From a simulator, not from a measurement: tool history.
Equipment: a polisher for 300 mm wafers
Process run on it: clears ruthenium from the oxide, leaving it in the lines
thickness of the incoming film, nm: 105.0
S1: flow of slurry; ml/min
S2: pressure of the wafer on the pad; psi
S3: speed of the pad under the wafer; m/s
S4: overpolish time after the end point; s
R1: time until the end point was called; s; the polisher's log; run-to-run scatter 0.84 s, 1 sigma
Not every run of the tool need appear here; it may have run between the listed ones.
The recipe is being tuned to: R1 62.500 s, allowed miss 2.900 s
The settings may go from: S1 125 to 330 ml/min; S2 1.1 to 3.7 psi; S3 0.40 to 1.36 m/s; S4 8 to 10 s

run,day,S1,S2,S3,S4,R1
1,0.000,210,2.4,0.88,10,101.550
2,0.312,210,2.0,0.88,10,119.470
3,0.683,210,2.0,0.88,8,122.150
4,0.825,210,2.0,0.88,10,122.620
5,1.167,245,2.0,0.88,10,124.480
6,1.338,245,2.5,0.88,10,96.547
7,1.379,245,2.7,0.88,10,91.382
8,1.662,250,3.3,0.94,10,69.752
9,1.788,250,3.4,0.94,10,68.928
10,1.842,250,3.5,0.94,10,65.954

Which single option among these 5 for the next run brings every result within its allowed miss of target? Just one does.
A,1.896,245,3.7,1.06,10,?
B,1.896,245,3.1,1.00,10,?
C,1.896,250,3.7,1.02,10,?
D,1.896,265,3.6,0.96,8,?
E,1.896,255,3.7,1.04,10,?

move,R1
A,56.895
B,71.552
C,58.904
D,63.724
E,57.683
A: takes the biggest miss from the last run beyond its target
B: misses by more than the last run did
C: takes the biggest miss from the last run beyond its target
D: every result lands within tolerance
E: takes the biggest miss from the last run beyond its target
The move that meets every target is D.

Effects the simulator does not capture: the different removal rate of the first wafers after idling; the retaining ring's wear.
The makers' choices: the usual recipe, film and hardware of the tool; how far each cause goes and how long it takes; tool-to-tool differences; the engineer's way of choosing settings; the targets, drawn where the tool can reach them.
